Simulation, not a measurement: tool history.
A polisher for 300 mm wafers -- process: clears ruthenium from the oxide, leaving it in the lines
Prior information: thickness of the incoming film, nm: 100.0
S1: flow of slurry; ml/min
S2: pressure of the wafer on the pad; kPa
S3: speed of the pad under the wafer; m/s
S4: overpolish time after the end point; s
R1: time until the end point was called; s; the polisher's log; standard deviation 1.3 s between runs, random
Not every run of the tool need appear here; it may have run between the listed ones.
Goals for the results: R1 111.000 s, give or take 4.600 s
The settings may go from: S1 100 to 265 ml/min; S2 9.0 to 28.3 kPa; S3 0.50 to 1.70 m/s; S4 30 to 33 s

Run 1, day 0.000: S1 170 ml/min, S2 18.6 kPa, S3 1.10 m/s, S4 30 s. Result: R1 71.968 s.
Run 2, day 0.088: S1 170 ml/min, S2 18.6 kPa, S3 1.10 m/s, S4 30 s. Result: R1 72.629 s.
Run 3, day 0.258: S1 170 ml/min, S2 16.5 kPa, S3 1.10 m/s, S4 30 s. Result: R1 81.087 s.
Run 4, day 0.412: S1 170 ml/min, S2 15.2 kPa, S3 1.10 m/s, S4 30 s. Result: R1 87.410 s.
Run 5, day 0.696: S1 170 ml/min, S2 13.8 kPa, S3 1.10 m/s, S4 30 s. Result: R1 96.438 s.
Run 6, day 0.812: S1 170 ml/min, S2 13.1 kPa, S3 1.10 m/s, S4 30 s. Result: R1 98.898 s.
Run 7, day 0.871: S1 165 ml/min, S2 10.3 kPa, S3 1.10 m/s, S4 30 s. Result: R1 130.200 s.
Run 8, day 1.088: S1 180 ml/min, S2 10.3 kPa, S3 1.10 m/s, S4 30 s. Result: R1 127.210 s.
Run 9, day 1.333: S1 180 ml/min, S2 11.0 kPa, S3 1.10 m/s, S4 30 s. Result: R1 118.970 s.

Below are 4 possible settings for the next run. Only one of them brings all results inside the allowed miss of their targets. Which is it?
Run A, day 1.579: S1 210 ml/min, S2 9.7 kPa, S3 1.12 m/s, S4 30 s. Result: R1 ?.
Run B, day 1.579: S1 185 ml/min, S2 11.0 kPa, S3 1.04 m/s, S4 30 s. Result: R1 ?.
Run C, day 1.579: S1 180 ml/min, S2 9.7 kPa, S3 1.14 m/s, S4 30 s. Result: R1 ?.
Run D, day 1.579: S1 110 ml/min, S2 13.8 kPa, S3 1.02 m/s, S4 30 s. Result: R1 ?.

move       R1
   A  127.800
   B  123.030
   C  128.210
   D  110.870
A: further off than the last run
B: further off than the last run
C: further off than the last run
D: meets every target
Correct choice: D, which meets every target

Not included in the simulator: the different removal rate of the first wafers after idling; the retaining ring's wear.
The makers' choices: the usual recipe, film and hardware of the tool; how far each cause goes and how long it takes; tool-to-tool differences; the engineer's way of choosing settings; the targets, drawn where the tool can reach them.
